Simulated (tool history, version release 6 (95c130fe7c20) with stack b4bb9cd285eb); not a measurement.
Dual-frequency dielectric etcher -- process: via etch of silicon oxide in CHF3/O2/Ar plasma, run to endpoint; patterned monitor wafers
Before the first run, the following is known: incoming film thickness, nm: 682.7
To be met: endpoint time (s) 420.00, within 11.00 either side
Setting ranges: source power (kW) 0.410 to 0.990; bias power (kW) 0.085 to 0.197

{"run": 1, "hour": 0.0, "source power (kW)": 0.7, "bias power (kW)": 0.141, "endpoint time (s)": 359.27}
{"run": 2, "hour": 2.6, "source power (kW)": 0.7, "bias power (kW)": 0.121, "endpoint time (s)": 378.95}
{"run": 3, "hour": 3.6, "source power (kW)": 0.7, "bias power (kW)": 0.099, "endpoint time (s)": 398.41}
{"run": 4, "hour": 7.8, "source power (kW)": 0.75, "bias power (kW)": 0.099, "endpoint time (s)": 382.03}
{"run": 5, "hour": 15.0, "source power (kW)": 0.73, "bias power (kW)": 0.098, "endpoint time (s)": 396.08}
{"run": 6, "hour": 19.7, "source power (kW)": 0.71, "bias power (kW)": 0.097, "endpoint time (s)": 399.79}
{"run": 7, "hour": 25.4, "source power (kW)": 0.7, "bias power (kW)": 0.096, "endpoint time (s)": 399.78}
{"run": 8, "hour": 26.3, "source power (kW)": 0.69, "bias power (kW)": 0.095, "endpoint time (s)": 404.41}
{"run": 9, "hour": 33.9, "source power (kW)": 0.69, "bias power (kW)": 0.095, "endpoint time (s)": 400.51}
{"run": 10, "hour": 38.8, "source power (kW)": 0.68, "bias power (kW)": 0.094, "endpoint time (s)": 406.63}

Which single option among these 4 for the next run brings every result within its allowed miss of target? Just one does.
{"run": "A", "hour": 43.7, "source power (kW)": 0.72, "bias power (kW)": 0.115, "endpoint time (s)": "?"}
{"run": "B", "hour": 43.7, "source power (kW)": 0.61, "bias power (kW)": 0.13, "endpoint time (s)": "?"}
{"run": "C", "hour": 43.7, "source power (kW)": 0.53, "bias power (kW)": 0.116, "endpoint time (s)": "?"}
{"run": "D", "hour": 43.7, "source power (kW)": 0.58, "bias power (kW)": 0.141, "endpoint time (s)": "?"}

move=A endpoint_time_(s)=378.47
move=B endpoint_time_(s)=388.09
move=C endpoint_time_(s)=420.63
move=D endpoint_time_(s)=385.90
A: the biggest miss grows against the last run
B: the biggest miss grows against the last run
C: meets every target
D: the biggest miss grows against the last run
Correct choice: C, which meets every target

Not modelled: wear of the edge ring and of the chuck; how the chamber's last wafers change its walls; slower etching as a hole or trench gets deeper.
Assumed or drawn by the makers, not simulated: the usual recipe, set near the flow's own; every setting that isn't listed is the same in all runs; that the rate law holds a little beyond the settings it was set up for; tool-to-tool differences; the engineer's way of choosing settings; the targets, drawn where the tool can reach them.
